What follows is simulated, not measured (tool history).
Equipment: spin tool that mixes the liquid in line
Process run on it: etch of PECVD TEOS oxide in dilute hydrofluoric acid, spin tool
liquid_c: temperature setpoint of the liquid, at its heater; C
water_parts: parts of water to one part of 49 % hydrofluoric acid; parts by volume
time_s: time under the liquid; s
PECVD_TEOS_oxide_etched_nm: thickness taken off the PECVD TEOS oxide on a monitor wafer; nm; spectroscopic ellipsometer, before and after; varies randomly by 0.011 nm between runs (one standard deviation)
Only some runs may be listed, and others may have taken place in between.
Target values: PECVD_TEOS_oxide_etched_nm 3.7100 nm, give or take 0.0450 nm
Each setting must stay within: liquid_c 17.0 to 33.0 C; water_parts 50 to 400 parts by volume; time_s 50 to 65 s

Run 1, hour 0.0: liquid_c 25.0 C, water_parts 225 parts by volume, time_s 65 s. Result: PECVD_TEOS_oxide_etched_nm 5.7837 nm.
Run 2, hour 4.4: liquid_c 24.0 C, water_parts 230 parts by volume, time_s 65 s. Result: PECVD_TEOS_oxide_etched_nm 5.4260 nm.
Run 3, hour 8.6: liquid_c 23.0 C, water_parts 235 parts by volume, time_s 65 s. Result: PECVD_TEOS_oxide_etched_nm 5.0958 nm.
Run 4, hour 17.2: liquid_c 22.5 C, water_parts 235 parts by volume, time_s 65 s. Result: PECVD_TEOS_oxide_etched_nm 5.0114 nm.
Run 5, hour 18.8: liquid_c 22.5 C, water_parts 280 parts by volume, time_s 65 s. Result: PECVD_TEOS_oxide_etched_nm 4.0082 nm.
Run 6, hour 21.9: liquid_c 22.5 C, water_parts 215 parts by volume, time_s 65 s. Result: PECVD_TEOS_oxide_etched_nm 5.5720 nm.
Run 7, hour 26.7: liquid_c 22.0 C, water_parts 220 parts by volume, time_s 65 s. Result: PECVD_TEOS_oxide_etched_nm 5.3017 nm.
Run 8, hour 28.6: liquid_c 21.5 C, water_parts 225 parts by volume, time_s 65 s. Result: PECVD_TEOS_oxide_etched_nm 5.1103 nm.
Run 9, hour 32.5: liquid_c 21.5 C, water_parts 225 parts by volume, time_s 65 s. Result: PECVD_TEOS_oxide_etched_nm 5.0960 nm.
Run 10, hour 38.8: liquid_c 21.0 C, water_parts 230 parts by volume, time_s 65 s. Result: PECVD_TEOS_oxide_etched_nm 4.8411 nm.
Run 11, hour 41.4: liquid_c 20.5 C, water_parts 235 parts by volume, time_s 65 s. Result: PECVD_TEOS_oxide_etched_nm 4.6350 nm.
Run 12, hour 50.4: liquid_c 20.0 C, water_parts 235 parts by volume, time_s 65 s. Result: PECVD_TEOS_oxide_etched_nm 4.5479 nm.
Run 13, hour 54.7: liquid_c 19.5 C, water_parts 235 parts by volume, time_s 65 s. Result: PECVD_TEOS_oxide_etched_nm 4.4814 nm.
Run 14, hour 61.4: liquid_c 19.0 C, water_parts 235 parts by volume, time_s 65 s. Result: PECVD_TEOS_oxide_etched_nm 4.3872 nm.
Run 15, hour 68.8: liquid_c 18.0 C, water_parts 245 parts by volume, time_s 65 s. Result: PECVD_TEOS_oxide_etched_nm 3.9910 nm.
Run 16, hour 73.4: liquid_c 17.5 C, water_parts 250 parts by volume, time_s 65 s. Result: PECVD_TEOS_oxide_etched_nm 3.8448 nm.
Run 17, hour 79.8: liquid_c 17.0 C, water_parts 250 parts by volume, time_s 65 s. Result: PECVD_TEOS_oxide_etched_nm 3.7574 nm.

Next run, 4 choices. One meets every target within its allowed miss, the rest don't. Which?
Run A, hour 86.2: liquid_c 17.0 C, water_parts 245 parts by volume, time_s 65 s. Result: PECVD_TEOS_oxide_etched_nm ?.
Run B, hour 86.2: liquid_c 19.5 C, water_parts 220 parts by volume, time_s 50 s. Result: PECVD_TEOS_oxide_etched_nm ?.
Run C, hour 86.2: liquid_c 17.0 C, water_parts 215 parts by volume, time_s 55 s. Result: PECVD_TEOS_oxide_etched_nm ?.
Run D, hour 86.2: liquid_c 18.0 C, water_parts 205 parts by volume, time_s 50 s. Result: PECVD_TEOS_oxide_etched_nm ?.

move  PECVD_TEOS_oxide_etched_nm
   A                      3.8317
   B                      3.6989
   C                      3.7944
   D                      3.7980
A: the biggest miss grows against the last run
B: hits every target within its allowed miss
C: the biggest miss grows against the last run
D: the biggest miss grows against the last run
B meets every target.
